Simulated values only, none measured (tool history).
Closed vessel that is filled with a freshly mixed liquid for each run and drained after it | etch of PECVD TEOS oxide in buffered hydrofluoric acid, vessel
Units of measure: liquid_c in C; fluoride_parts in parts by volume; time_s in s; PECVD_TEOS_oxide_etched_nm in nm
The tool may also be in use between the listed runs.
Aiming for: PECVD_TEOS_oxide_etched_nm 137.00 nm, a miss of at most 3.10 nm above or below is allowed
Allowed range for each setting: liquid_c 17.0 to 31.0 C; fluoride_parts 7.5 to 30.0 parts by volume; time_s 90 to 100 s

run  hour  liquid_c  fluoride_parts  time_s  PECVD_TEOS_oxide_etched_nm
  1   0.0      23.0            21.0      90                      111.14
  2   2.7      24.0            21.0      90                      117.99
  3   6.9      24.0            25.5      90                      103.63
  4   8.2      24.0            25.5     100                      114.90
     15.8  -- thermometer replaced
  5  15.8      24.0            28.0     100                      116.96
  6  22.1      24.5            28.0     100                      120.01
  7  24.3      25.0            28.0     100                      123.56
  8  25.6      25.5            28.0     100                      126.26
  9  30.0      27.5            28.0     100                      141.16

4 candidate next runs follow, results not yet known. Just one meets every target within its allowed miss. Identify it.
  A  34.4      31.0            30.0      90                           ?
  B  34.4      28.0            28.0     100                           ?
  C  34.4      28.0            30.0     100                           ?
  D  34.4      27.5            26.5      90                           ?

move  PECVD_TEOS_oxide_etched_nm
   A                      147.00
   B                      145.88
   C                      139.16
   D                      132.71
A: lands further from the targets than the last run did
B: lands further from the targets than the last run did
C: hits every target within its allowed miss
D: the result that was furthest off in the last run now lies on the other side of its target
The right move is C.

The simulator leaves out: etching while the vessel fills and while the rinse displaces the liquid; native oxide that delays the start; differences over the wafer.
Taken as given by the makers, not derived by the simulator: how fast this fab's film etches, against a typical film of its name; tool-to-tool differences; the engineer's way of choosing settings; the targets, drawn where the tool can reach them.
